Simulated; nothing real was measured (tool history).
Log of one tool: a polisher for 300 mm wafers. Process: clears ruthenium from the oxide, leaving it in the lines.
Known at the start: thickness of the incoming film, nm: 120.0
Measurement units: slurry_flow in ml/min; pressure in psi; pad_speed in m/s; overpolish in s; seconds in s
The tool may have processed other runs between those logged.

{"run": 1, "hour": 0.0, "slurry_flow": 265, "pressure": 1.9, "pad_speed": 0.8, "overpolish": 5, "seconds": 113.99}
{"run": 2, "hour": 3.5, "slurry_flow": 265, "pressure": 2.1, "pad_speed": 0.8, "overpolish": 5, "seconds": 104.67}
{"run": 3, "hour": 9.7, "slurry_flow": 300, "pressure": 2.1, "pad_speed": 0.8, "overpolish": 5, "seconds": 103.39}
{"run": 4, "hour": 18.1, "slurry_flow": 255, "pressure": 2.1, "pad_speed": 0.8, "overpolish": 5, "seconds": 102.75}
{"run": 5, "hour": 23.5, "slurry_flow": 255, "pressure": 2.1, "pad_speed": 0.8, "overpolish": 5, "seconds": 104.49}
{"run": 6, "hour": 31.6, "slurry_flow": 255, "pressure": 1.7, "pad_speed": 0.72, "overpolish": 5, "seconds": 141.96}

What does the tool deliver on the next run?
{"run": 7, "hour": 38.4, "slurry_flow": 255, "pressure": 1.4, "pad_speed": 0.68, "overpolish": 5, "seconds": "?"}

{"run 7": {"seconds": 178.45}}

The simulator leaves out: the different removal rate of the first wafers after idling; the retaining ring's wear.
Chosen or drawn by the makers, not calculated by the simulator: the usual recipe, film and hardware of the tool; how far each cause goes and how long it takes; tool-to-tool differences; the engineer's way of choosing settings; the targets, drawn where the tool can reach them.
